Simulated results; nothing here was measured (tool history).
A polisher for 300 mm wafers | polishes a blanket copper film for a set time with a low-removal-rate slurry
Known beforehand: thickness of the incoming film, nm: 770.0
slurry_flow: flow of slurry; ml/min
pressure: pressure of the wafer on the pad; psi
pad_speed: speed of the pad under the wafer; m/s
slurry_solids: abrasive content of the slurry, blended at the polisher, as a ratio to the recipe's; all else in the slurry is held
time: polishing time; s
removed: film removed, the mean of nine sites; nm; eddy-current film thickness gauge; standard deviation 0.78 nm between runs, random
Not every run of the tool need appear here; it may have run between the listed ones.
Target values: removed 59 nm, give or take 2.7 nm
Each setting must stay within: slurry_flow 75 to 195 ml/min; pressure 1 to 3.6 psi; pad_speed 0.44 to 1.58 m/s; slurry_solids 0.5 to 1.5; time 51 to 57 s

run,hour,slurry_flow,pressure,pad_speed,slurry_solids,time,removed
1,0,125,2.3,1,1,57,120.69
2,4.4,125,2.1,0.98,1,57,106.29
3,12.6,125,2.1,1.18,1,57,127.27
4,13.7,125,2,1.14,1,57,118.82
5,20.6,125,2,1.14,1,51,106.27
6,25.6,95,2,1.14,1,51,100.34
7,26.6,95,1.9,1.14,1,51,98.393
8,28.9,95,1.8,1.12,1,51,90.398
9,32.3,95,1.7,1.12,1,51,86.449

Consider the 4 candidate settings below. Which is the only one whose results all fall within their allowed miss of target?
A,35.7,90,1.6,1.26,1.05,56,?
B,35.7,80,1.1,1.14,1.1,53,?
C,35.7,75,1.5,0.86,0.65,51,?
D,35.7,105,1.4,0.74,1.2,51,?

move,removed
A,101.65
B,60.275
C,54.223
D,51.088
A: the biggest miss grows against the last run
B: hits every target within its allowed miss
C: takes the result that was furthest off past its target
D: takes the result that was furthest off past its target
So the answer is move B, the one that meets all the targets.
